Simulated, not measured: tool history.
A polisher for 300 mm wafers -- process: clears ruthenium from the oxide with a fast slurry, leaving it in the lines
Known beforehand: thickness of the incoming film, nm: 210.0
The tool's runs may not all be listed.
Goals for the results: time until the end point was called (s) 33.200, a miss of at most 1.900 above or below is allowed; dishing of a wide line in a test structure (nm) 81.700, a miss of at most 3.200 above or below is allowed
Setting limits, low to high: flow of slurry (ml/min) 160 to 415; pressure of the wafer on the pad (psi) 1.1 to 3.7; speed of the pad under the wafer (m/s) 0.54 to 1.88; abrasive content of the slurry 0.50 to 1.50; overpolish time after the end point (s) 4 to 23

run,hour,flow of slurry (ml/min),pressure of the wafer on the pad (psi),speed of the pad under the wafer (m/s),abrasive content of the slurry,overpolish time after the end point (s),time until the end point was called (s),dishing of a wide line in a test structure (nm)
1,0.0,265,2.4,1.20,1.00,12,44.821,45.424
2,0.7,265,2.5,1.20,1.00,13,43.570,50.385
3,5.4,265,2.6,1.20,1.00,14,42.757,55.655
4,10.1,265,2.6,1.20,0.90,14,44.473,53.345
5,11.9,265,2.8,1.20,0.90,14,41.060,56.117
6,15.4,265,2.8,1.20,1.10,14,37.768,61.661
7,23.8,265,2.9,1.20,1.10,14,35.391,61.782
8,30.9,265,2.9,1.22,1.10,15,35.179,67.417
9,38.7,265,3.0,1.24,1.10,16,33.054,75.049

Consider the 5 candidate settings below. Which is the only one whose results all fall within their allowed miss of target?
A,46.5,250,2.5,1.34,1.10,23,?,?
B,46.5,260,3.1,1.22,1.00,15,?,?
C,46.5,300,2.7,1.28,1.35,18,?,?
D,46.5,290,3.3,1.22,0.90,17,?,?
E,46.5,260,2.8,1.22,1.10,22,?,?

move,time until the end point was called (s),dishing of a wide line in a test structure (nm)
A,38.632,90.855
B,35.933,69.565
C,33.606,84.161
D,35.405,77.545
E,37.792,89.410
A: the result that was furthest off in the last run now lies on the other side of its target
B: lands further from the targets than the last run did
C: each result inside its tolerance
D: nearer the targets than the last run, but a result is still out of spec
E: the result that was furthest off in the last run now lies on the other side of its target
The move that meets every target is C.
